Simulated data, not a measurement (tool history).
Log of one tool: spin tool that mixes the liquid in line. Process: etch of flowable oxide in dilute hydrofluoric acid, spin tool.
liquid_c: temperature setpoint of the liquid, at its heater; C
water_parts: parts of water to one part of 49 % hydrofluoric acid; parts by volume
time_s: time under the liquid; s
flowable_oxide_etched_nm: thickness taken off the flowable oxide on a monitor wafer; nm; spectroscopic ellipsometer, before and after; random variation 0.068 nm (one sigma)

run  hour  liquid_c  water_parts  time_s  flowable_oxide_etched_nm
  1     0        21          295      40                    3.8196
  2   1.7        21          210      40                     5.754
  3   4.4        21          175      40                    7.1231
  4  10.3        22          170      40                    7.6975
  5    13        22          170      40                    7.6483
  6    20        23          170      40                    7.9653
  7  22.8        24          165      40                    8.7011
  8    30      24.5          165      40                    8.7703
  9  31.9        25          165      40                     8.918
 10  36.9      25.5          165      40                    9.0598
 11  41.6        26          160      40                    9.7068
 12  46.3      26.5          160      40                    9.7909
 13  47.7      26.5          160      40                    9.8215
 14  50.6        27          160      40                    9.8612

Run 15 comes next. What will it give?
 15  58.9      27.5          160      40                         ?

Run 15 gave flowable_oxide_etched_nm 10.193 nm.

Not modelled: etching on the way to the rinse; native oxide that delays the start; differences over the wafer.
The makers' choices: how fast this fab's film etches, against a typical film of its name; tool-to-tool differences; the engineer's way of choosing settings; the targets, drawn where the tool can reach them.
